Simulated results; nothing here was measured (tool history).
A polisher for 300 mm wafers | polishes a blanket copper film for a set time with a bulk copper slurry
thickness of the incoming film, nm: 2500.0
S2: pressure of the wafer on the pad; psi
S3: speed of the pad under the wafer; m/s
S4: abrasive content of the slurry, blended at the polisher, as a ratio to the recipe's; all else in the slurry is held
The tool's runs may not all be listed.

{"run": 1, "day": 0.0, "flow of slurry (ml/min)": 125, "S2": 1.8, "S3": 1.06, "S4": 1.0, "polishing time (s)": 40, "film removed (nm)": 228.07}
{"run": 2, "day": 0.104, "flow of slurry (ml/min)": 130, "S2": 2.0, "S3": 1.08, "S4": 1.0, "polishing time (s)": 40, "film removed (nm)": 251.37}
{"run": 3, "day": 0.138, "flow of slurry (ml/min)": 130, "S2": 2.2, "S3": 1.1, "S4": 1.0, "polishing time (s)": 40, "film removed (nm)": 291.4}
{"run": 4, "day": 0.342, "flow of slurry (ml/min)": 130, "S2": 2.2, "S3": 1.1, "S4": 1.0, "polishing time (s)": 40, "film removed (nm)": 285.98}
{"run": 5, "day": 0.642, "flow of slurry (ml/min)": 130, "S2": 2.2, "S3": 1.1, "S4": 1.0, "polishing time (s)": 40, "film removed (nm)": 286.1}
{"run": 6, "day": 0.679, "flow of slurry (ml/min)": 130, "S2": 2.2, "S3": 0.94, "S4": 1.0, "polishing time (s)": 40, "film removed (nm)": 255.47}

Run 7 comes next. What will it give?
{"run": 7, "day": 0.825, "flow of slurry (ml/min)": 130, "S2": 2.4, "S3": 0.96, "S4": 1.0, "polishing time (s)": 40, "film removed (nm)": "?"}

{"run 7": {"film removed (nm)": 277.93}}

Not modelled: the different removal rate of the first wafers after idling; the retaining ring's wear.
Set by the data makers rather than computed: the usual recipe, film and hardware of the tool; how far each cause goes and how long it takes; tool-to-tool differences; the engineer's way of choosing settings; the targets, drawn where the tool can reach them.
